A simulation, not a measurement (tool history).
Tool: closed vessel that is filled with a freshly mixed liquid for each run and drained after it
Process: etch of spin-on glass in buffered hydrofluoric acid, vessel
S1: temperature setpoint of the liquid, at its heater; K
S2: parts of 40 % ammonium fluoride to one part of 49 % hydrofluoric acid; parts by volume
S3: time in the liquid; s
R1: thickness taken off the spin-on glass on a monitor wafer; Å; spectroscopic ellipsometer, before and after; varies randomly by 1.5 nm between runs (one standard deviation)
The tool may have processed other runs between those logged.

Run 1, hour 0: S1 295.15 K, S2 15 parts by volume, S3 100 s. Result: R1 1555.8 Å.
Run 2, hour 3.2: S1 295.65 K, S2 15 parts by volume, S3 100 s. Result: R1 1574.4 Å.
Run 3, hour 4.2: S1 292.65 K, S2 15 parts by volume, S3 100 s. Result: R1 1328.7 Å.
Run 4, hour 9.4: S1 292.65 K, S2 15 parts by volume, S3 110 s. Result: R1 1481.1 Å.
Run 5, hour 15.5: S1 293.15 K, S2 15 parts by volume, S3 110 s. Result: R1 1512.7 Å.
Run 6, hour 23.5: S1 293.65 K, S2 15 parts by volume, S3 110 s. Result: R1 1550.3 Å.

Run 7 has not been measured yet. What should we expect?
Run 7, hour 30.8: S1 294.15 K, S2 15 parts by volume, S3 110 s. Result: R1 ?.

R1: 1582.1 Å
